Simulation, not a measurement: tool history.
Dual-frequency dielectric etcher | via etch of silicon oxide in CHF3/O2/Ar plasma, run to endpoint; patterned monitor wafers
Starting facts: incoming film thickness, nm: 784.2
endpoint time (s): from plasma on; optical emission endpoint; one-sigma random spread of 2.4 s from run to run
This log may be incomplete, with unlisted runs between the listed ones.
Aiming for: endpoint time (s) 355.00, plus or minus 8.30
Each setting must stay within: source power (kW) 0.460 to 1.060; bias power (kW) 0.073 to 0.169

Run 1, hour 0.0: source power (kW) 0.760, bias power (kW) 0.121. Result: endpoint time (s) 402.75.
Run 2, hour 3.4: source power (kW) 0.820, bias power (kW) 0.124. Result: endpoint time (s) 394.53.
Run 3, hour 12.2: source power (kW) 0.870, bias power (kW) 0.130. Result: endpoint time (s) 378.08.
Run 4, hour 20.8: source power (kW) 0.870, bias power (kW) 0.111. Result: endpoint time (s) 403.78.
Run 5, hour 29.8: source power (kW) 0.780, bias power (kW) 0.111. Result: endpoint time (s) 413.74.
Run 6, hour 34.6: source power (kW) 0.720, bias power (kW) 0.111. Result: endpoint time (s) 426.46.
Run 7, hour 41.3: source power (kW) 0.790, bias power (kW) 0.118. Result: endpoint time (s) 404.59.
Run 8, hour 42.0: source power (kW) 0.840, bias power (kW) 0.124. Result: endpoint time (s) 387.54.
Run 9, hour 45.7: source power (kW) 0.880, bias power (kW) 0.126. Result: endpoint time (s) 382.23.

Below are 5 possible settings for the next run. Only one of them brings all results inside the allowed miss of their targets. Which is it?
Run A, hour 49.4: source power (kW) 1.000, bias power (kW) 0.135. Result: endpoint time (s) ?.
Run B, hour 49.4: source power (kW) 0.750, bias power (kW) 0.122. Result: endpoint time (s) ?.
Run C, hour 49.4: source power (kW) 0.730, bias power (kW) 0.104. Result: endpoint time (s) ?.
Run D, hour 49.4: source power (kW) 0.780, bias power (kW) 0.102. Result: endpoint time (s) ?.
Run E, hour 49.4: source power (kW) 0.910, bias power (kW) 0.117. Result: endpoint time (s) ?.

move  endpoint time (s)
   A             357.40
   B             406.39
   C             437.86
   D             432.83
   E             390.17
A: in spec on every target
B: the biggest miss grows against the last run
C: the biggest miss grows against the last run
D: the biggest miss grows against the last run
E: the biggest miss grows against the last run
The right move is A.
